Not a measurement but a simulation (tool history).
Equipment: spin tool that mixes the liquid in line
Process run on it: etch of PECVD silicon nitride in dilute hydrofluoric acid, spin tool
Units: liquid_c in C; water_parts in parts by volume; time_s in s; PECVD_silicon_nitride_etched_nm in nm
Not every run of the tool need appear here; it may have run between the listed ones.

| run | hour | liquid_c | water_parts | time_s | PECVD_silicon_nitride_etched_nm |
|---|---|---|---|---|---|
| 1 | 0.0 | 24.0 | 255 | 40 | 0.7207 |
| 2 | 5.7 | 26.5 | 200 | 40 | 1.0853 |
| 3 | 11.9 | 26.5 | 200 | 40 | 1.0790 |
| 4 | 20.2 | 28.0 | 170 | 40 | 1.3830 |
| 5 | 23.2 | 31.0 | 170 | 40 | 1.6746 |
| 6 | 31.3 | 31.5 | 150 | 40 | 1.9360 |
| 7 | 31.9 | 31.5 | 135 | 40 | 2.1573 |

Run 8, settings as shown, results not yet in. Your forecast:
| 8 | 32.5 | 31.5 | 130 | 40 | ? |

{"run 8": {"PECVD_silicon_nitride_etched_nm": 2.2402}}
